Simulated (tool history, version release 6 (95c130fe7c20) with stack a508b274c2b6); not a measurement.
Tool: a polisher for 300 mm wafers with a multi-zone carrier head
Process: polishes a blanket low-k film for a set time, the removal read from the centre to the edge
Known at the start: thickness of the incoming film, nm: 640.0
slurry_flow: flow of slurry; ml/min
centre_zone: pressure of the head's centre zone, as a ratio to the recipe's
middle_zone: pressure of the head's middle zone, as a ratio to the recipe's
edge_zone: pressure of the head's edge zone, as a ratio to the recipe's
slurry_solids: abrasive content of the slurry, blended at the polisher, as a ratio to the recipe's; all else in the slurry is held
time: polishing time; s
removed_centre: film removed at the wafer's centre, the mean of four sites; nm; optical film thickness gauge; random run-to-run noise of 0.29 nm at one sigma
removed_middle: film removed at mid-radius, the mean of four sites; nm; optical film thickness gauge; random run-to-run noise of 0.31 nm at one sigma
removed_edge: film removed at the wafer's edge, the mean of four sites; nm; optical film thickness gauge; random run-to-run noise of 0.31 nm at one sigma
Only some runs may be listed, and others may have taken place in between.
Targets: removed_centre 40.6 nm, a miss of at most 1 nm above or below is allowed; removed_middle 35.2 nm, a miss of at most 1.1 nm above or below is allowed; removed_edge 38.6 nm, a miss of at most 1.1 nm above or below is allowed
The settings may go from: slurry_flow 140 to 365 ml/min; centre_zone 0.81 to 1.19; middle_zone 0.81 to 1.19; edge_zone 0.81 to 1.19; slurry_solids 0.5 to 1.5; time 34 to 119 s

run,day,slurry_flow,centre_zone,middle_zone,edge_zone,slurry_solids,time,removed_centre,removed_middle,removed_edge
1,0,235,1,1,1,1,76,32.962,32.755,33.451
2,0.071,235,1,1,1,1,91,39.073,38.545,40.644
3,0.254,230,1.01,0.99,0.99,1,91,39.441,38.363,40.453
4,0.488,230,0.94,0.99,0.99,1,91,36.95,38.239,40.39
5,0.754,230,0.94,0.93,0.99,1,91,36.438,36.021,40.642
6,0.942,230,0.94,0.93,0.99,0.9,91,35.487,35.318,38.395
7,1.175,245,0.96,0.92,0.99,0.9,91,36.341,34.479,39.008
8,1.454,255,0.98,0.93,0.98,0.9,91,36.98,35.311,38.661
9,1.617,260,1,0.93,0.98,0.9,91,37.805,34.997,39.183

Which single option among these 5 for the next run brings every result within its allowed miss of target? Just one does.
A,1.779,355,0.95,0.95,1.09,0.5,109,?,?,?
B,1.779,225,0.89,0.92,1.04,0.9,95,?,?,?
C,1.779,245,0.93,0.9,1.07,0.7,101,?,?,?
D,1.779,245,0.97,0.93,1.02,0.9,91,?,?,?
E,1.779,345,1.09,0.95,1.01,0.8,90,?,?,?

move,removed_centre,removed_middle,removed_edge
A,35.561,35.578,39.75
B,34.654,36.272,41.158
C,35.36,34.715,40.592
D,36.676,35.453,39.388
E,40.602,35.354,38.083
A: further off than the last run
B: further off than the last run
C: further off than the last run
D: further off than the last run
E: hits every target within its allowed miss
E meets every target.
